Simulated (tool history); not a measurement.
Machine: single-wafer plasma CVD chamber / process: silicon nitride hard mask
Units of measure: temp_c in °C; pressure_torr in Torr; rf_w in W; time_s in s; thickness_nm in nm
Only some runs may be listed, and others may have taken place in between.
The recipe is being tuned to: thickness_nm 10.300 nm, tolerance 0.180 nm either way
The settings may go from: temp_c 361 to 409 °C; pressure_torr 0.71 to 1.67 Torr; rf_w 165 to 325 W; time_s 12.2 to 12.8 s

run	hour	temp_c	pressure_torr	rf_w	time_s	thickness_nm
1	0.0	385	1.19	245	12.8	11.369
2	6.5	385	1.19	245	12.8	11.377
3	8.4	385	1.37	245	12.8	11.881
4	15.1	385	1.56	245	12.8	12.412
5	20.7	385	1.56	230	12.8	11.829
6	23.0	393	1.56	230	12.8	11.666
7	28.4	394	1.45	225	12.8	11.275
8	30.2	394	1.36	225	12.8	11.068
9	34.4	394	1.29	225	12.8	10.824
10	41.8	394	1.24	225	12.8	10.630
11	42.4	394	1.21	225	12.8	10.589

Below are 5 possible settings for the next run. Only one of them brings all results inside the allowed miss of their targets. Which is it?
A	43.0	392	1.28	225	12.8	?
B	43.0	392	1.16	250	12.8	?
C	43.0	391	1.20	235	12.7	?
D	43.0	398	1.28	225	12.2	?
E	43.0	386	1.25	240	12.4	?

move	thickness_nm
A	10.779
B	11.385
C	10.867
D	10.252
E	10.965
A: misses by more than the last run did
B: misses by more than the last run did
C: misses by more than the last run did
D: meets every target
E: misses by more than the last run did
The move that meets every target is D.
